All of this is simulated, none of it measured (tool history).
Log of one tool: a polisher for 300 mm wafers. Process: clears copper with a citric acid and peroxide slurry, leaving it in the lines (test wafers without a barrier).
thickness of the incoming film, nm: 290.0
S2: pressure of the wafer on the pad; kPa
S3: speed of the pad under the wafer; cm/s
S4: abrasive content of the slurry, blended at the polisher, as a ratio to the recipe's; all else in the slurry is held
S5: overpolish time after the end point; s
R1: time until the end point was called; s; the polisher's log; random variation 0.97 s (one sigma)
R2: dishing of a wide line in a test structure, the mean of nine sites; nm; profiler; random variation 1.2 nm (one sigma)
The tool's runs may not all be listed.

Run 1, hour 0: flow of slurry (ml/min) 180, S2 26.2 kPa, S3 132 cm/s, S4 1, S5 14 s. Result: R1 84.272 s, R2 28.663 nm.
Run 2, hour 2.1: flow of slurry (ml/min) 180, S2 29.6 kPa, S3 132 cm/s, S4 1, S5 14 s. Result: R1 75.608 s, R2 34.356 nm.
Run 3, hour 8.6: flow of slurry (ml/min) 180, S2 33.1 kPa, S3 132 cm/s, S4 1, S5 14 s. Result: R1 68.022 s, R2 38.139 nm.
Run 4, hour 16.7: flow of slurry (ml/min) 180, S2 33.1 kPa, S3 132 cm/s, S4 1, S5 10 s. Result: R1 68.899 s, R2 27.057 nm.
Run 5, hour 22.2: flow of slurry (ml/min) 180, S2 33.1 kPa, S3 132 cm/s, S4 0.9, S5 10 s. Result: R1 69.776 s, R2 27.475 nm.
Run 6, hour 30.1: flow of slurry (ml/min) 180, S2 33.1 kPa, S3 110 cm/s, S4 0.9, S5 10 s. Result: R1 79.708 s, R2 24.007 nm.
Run 7, hour 31.8: flow of slurry (ml/min) 180, S2 33.8 kPa, S3 110 cm/s, S4 0.9, S5 11 s. Result: R1 76.988 s, R2 25.901 nm.
At hour 37.9: slurry blender recalibrated.
Run 8, hour 37.9: flow of slurry (ml/min) 180, S2 34.5 kPa, S3 110 cm/s, S4 0.9, S5 12 s. Result: R1 72.628 s, R2 30.007 nm.

The next listed run, before its measurement:
Run 9, hour 40.9: flow of slurry (ml/min) 180, S2 34.5 kPa, S3 110 cm/s, S4 0.9, S5 13 s. Result: R1 ?, R2 ?.

Run 9 gave R1 72.417 s, R2 32.965 nm.
